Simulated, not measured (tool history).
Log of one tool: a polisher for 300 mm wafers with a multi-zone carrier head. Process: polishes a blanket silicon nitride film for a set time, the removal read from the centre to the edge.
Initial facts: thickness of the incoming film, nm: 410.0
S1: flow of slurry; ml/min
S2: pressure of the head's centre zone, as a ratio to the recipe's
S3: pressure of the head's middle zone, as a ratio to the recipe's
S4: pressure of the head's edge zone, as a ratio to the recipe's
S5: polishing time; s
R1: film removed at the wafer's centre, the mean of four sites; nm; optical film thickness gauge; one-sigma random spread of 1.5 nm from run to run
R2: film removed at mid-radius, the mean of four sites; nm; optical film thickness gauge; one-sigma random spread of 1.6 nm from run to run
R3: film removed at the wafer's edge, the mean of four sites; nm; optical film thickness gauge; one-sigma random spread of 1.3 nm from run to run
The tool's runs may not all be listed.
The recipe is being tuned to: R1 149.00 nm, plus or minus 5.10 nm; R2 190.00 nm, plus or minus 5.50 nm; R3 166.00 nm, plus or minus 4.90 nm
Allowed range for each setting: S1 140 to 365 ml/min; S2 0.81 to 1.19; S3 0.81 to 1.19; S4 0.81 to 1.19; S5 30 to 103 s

Run 1, hour 0.0: S1 235 ml/min, S2 1.00, S3 1.00, S4 1.00, S5 66 s. Result: R1 113.67 nm, R2 117.38 nm, R3 114.63 nm.
Run 2, hour 8.7: S1 235 ml/min, S2 1.00, S3 1.05, S4 1.00, S5 66 s. Result: R1 116.23 nm, R2 123.43 nm, R3 114.74 nm.
Run 3, hour 9.5: S1 235 ml/min, S2 1.00, S3 1.09, S4 1.00, S5 66 s. Result: R1 114.96 nm, R2 127.83 nm, R3 114.21 nm.
Run 4, hour 16.8: S1 240 ml/min, S2 0.99, S3 1.11, S4 1.02, S5 69 s. Result: R1 118.01 nm, R2 133.54 nm, R3 120.41 nm.
Run 5, hour 21.9: S1 245 ml/min, S2 0.98, S3 1.12, S4 1.02, S5 73 s. Result: R1 124.40 nm, R2 144.36 nm, R3 129.87 nm.
Run 6, hour 25.2: S1 210 ml/min, S2 0.98, S3 1.12, S4 1.02, S5 73 s. Result: R1 123.13 nm, R2 142.88 nm, R3 127.32 nm.
Run 7, hour 31.1: S1 210 ml/min, S2 0.98, S3 1.12, S4 1.02, S5 73 s. Result: R1 122.92 nm, R2 142.51 nm, R3 124.46 nm.
Run 8, hour 39.2: S1 225 ml/min, S2 0.97, S3 1.13, S4 1.02, S5 75 s. Result: R1 126.84 nm, R2 146.87 nm, R3 132.01 nm.
Run 9, hour 48.1: S1 220 ml/min, S2 0.95, S3 1.14, S4 1.01, S5 78 s. Result: R1 126.04 nm, R2 154.51 nm, R3 137.31 nm.
Run 10, hour 54.0: S1 225 ml/min, S2 0.95, S3 1.15, S4 1.01, S5 80 s. Result: R1 131.33 nm, R2 160.20 nm, R3 141.07 nm.
Run 11, hour 60.9: S1 225 ml/min, S2 0.95, S3 1.16, S4 1.01, S5 82 s. Result: R1 134.28 nm, R2 166.44 nm, R3 142.61 nm.
Run 12, hour 65.1: S1 230 ml/min, S2 0.95, S3 1.17, S4 1.02, S5 83 s. Result: R1 136.20 nm, R2 167.12 nm, R3 145.67 nm.

4 candidate next runs follow, results not yet known. Just one meets every target within its allowed miss. Identify it.
Run A, hour 69.3: S1 270 ml/min, S2 0.87, S3 1.11, S4 0.95, S5 96 s. Result: R1 ?, R2 ?, R3 ?.
Run B, hour 69.3: S1 190 ml/min, S2 0.93, S3 1.09, S4 1.04, S5 95 s. Result: R1 ?, R2 ?, R3 ?.
Run C, hour 69.3: S1 200 ml/min, S2 0.95, S3 1.15, S4 1.14, S5 91 s. Result: R1 ?, R2 ?, R3 ?.
Run D, hour 69.3: S1 240 ml/min, S2 0.85, S3 1.08, S4 1.09, S5 100 s. Result: R1 ?, R2 ?, R3 ?.

move      R1      R2      R3
   A  150.28  189.75  166.74
   B  151.34  177.19  166.14
   C  149.21  178.92  166.44
   D  150.88  190.62  182.47
A: meets every target
B: closes in on the targets versus the last run, not all within tolerance yet
C: closes in on the targets versus the last run, not all within tolerance yet
D: puts the biggest miss on target and leaves a different result outside tolerance
Go with A: it meets all targets.
